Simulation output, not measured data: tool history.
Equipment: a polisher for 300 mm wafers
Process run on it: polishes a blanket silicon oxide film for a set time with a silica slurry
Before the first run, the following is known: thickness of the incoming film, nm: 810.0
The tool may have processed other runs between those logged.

run,hour,flow of slurry (ml/min),pressure of the wafer on the pad (kPa),speed of the pad under the wafer (cm/s),abrasive content of the slurry,polishing time (s),film removed (Å)
1,0.0,275,31.0,154,1.0,23,786.73
2,2.9,275,37.2,154,1.0,23,889.37
3,11.6,275,37.2,154,1.1,23,929.15
4,12.3,275,32.4,150,1.1,23,852.23
5,13.0,275,32.4,150,1.1,20,721.83
# hour 19.1: conditioning disc replaced and pad reconditioned
6,19.1,275,32.4,150,1.1,20,1081.20

Run 7, settings as shown, results not yet in. Your forecast:
7,21.4,275,31.7,130,1.0,20,?

film removed (Å): 919.64
